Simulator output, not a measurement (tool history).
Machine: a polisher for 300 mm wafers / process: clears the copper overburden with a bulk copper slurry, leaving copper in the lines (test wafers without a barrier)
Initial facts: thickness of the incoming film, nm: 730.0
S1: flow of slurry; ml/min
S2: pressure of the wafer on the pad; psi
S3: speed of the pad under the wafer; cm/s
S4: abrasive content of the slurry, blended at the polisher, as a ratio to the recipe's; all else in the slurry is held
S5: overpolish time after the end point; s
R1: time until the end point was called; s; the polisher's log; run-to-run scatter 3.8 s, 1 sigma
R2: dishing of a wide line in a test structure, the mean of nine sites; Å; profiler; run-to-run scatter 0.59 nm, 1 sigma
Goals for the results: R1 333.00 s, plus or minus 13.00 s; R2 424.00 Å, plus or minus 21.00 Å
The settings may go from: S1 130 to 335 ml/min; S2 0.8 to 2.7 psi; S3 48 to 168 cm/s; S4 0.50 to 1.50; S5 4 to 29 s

Run 1, day 0.000: S1 215 ml/min, S2 1.7 psi, S3 108 cm/s, S4 1.00, S5 15 s. Result: R1 154.94 s, R2 538.70 Å.
Run 2, day 0.217: S1 185 ml/min, S2 1.7 psi, S3 108 cm/s, S4 1.00, S5 15 s. Result: R1 158.51 s, R2 529.06 Å.
Run 3, day 0.275: S1 185 ml/min, S2 2.0 psi, S3 108 cm/s, S4 1.00, S5 15 s. Result: R1 135.67 s, R2 593.56 Å.
Run 4, day 0.396: S1 165 ml/min, S2 2.0 psi, S3 108 cm/s, S4 1.00, S5 15 s. Result: R1 136.13 s, R2 582.40 Å.
Run 5, day 0.662: S1 165 ml/min, S2 1.7 psi, S3 102 cm/s, S4 1.00, S5 17 s. Result: R1 169.04 s, R2 542.61 Å.
Run 6, day 0.704: S1 165 ml/min, S2 1.5 psi, S3 102 cm/s, S4 1.00, S5 17 s. Result: R1 186.13 s, R2 494.63 Å.
Run 7, day 0.750: S1 165 ml/min, S2 1.3 psi, S3 96 cm/s, S4 1.00, S5 19 s. Result: R1 233.02 s, R2 458.83 Å.
Run 8, day 1.058: S1 165 ml/min, S2 1.2 psi, S3 96 cm/s, S4 1.00, S5 20 s. Result: R1 248.17 s, R2 436.19 Å.
Run 9, day 1.200: S1 165 ml/min, S2 1.1 psi, S3 96 cm/s, S4 1.00, S5 21 s. Result: R1 271.42 s, R2 428.33 Å.
Run 10, day 1.229: S1 165 ml/min, S2 1.0 psi, S3 96 cm/s, S4 1.00, S5 22 s. Result: R1 294.13 s, R2 394.32 Å.
Run 11, day 1.504: S1 165 ml/min, S2 1.0 psi, S3 96 cm/s, S4 1.00, S5 23 s. Result: R1 296.67 s, R2 425.15 Å.
Run 12, day 1.750: S1 165 ml/min, S2 0.9 psi, S3 96 cm/s, S4 1.00, S5 24 s. Result: R1 330.74 s, R2 386.59 Å.
Run 13, day 1.917: S1 165 ml/min, S2 0.9 psi, S3 94 cm/s, S4 1.00, S5 25 s. Result: R1 344.23 s, R2 395.66 Å.
Run 14, day 2.083: S1 165 ml/min, S2 1.0 psi, S3 94 cm/s, S4 1.00, S5 25 s. Result: R1 305.97 s, R2 438.53 Å.

4 next moves are on the table. One of them brings every result within its allowed miss. Which?
Run A, day 2.250: S1 220 ml/min, S2 0.9 psi, S3 84 cm/s, S4 0.90, S5 29 s. Result: R1 ?, R2 ?.
Run B, day 2.250: S1 195 ml/min, S2 1.1 psi, S3 70 cm/s, S4 1.05, S5 28 s. Result: R1 ?, R2 ?.
Run C, day 2.250: S1 215 ml/min, S2 0.8 psi, S3 100 cm/s, S4 1.20, S5 27 s. Result: R1 ?, R2 ?.
Run D, day 2.250: S1 180 ml/min, S2 0.8 psi, S3 98 cm/s, S4 1.00, S5 29 s. Result: R1 ?, R2 ?.

move      R1      R2
   A  371.24  420.57
   B  359.19  429.84
   C  331.31  427.75
   D  358.38  425.51
A: moves the result that the last run missed by most past its target, out the other side
B: moves the result that the last run missed by most past its target, out the other side
C: in spec on every target
D: moves the result that the last run missed by most past its target, out the other side
C meets every target.

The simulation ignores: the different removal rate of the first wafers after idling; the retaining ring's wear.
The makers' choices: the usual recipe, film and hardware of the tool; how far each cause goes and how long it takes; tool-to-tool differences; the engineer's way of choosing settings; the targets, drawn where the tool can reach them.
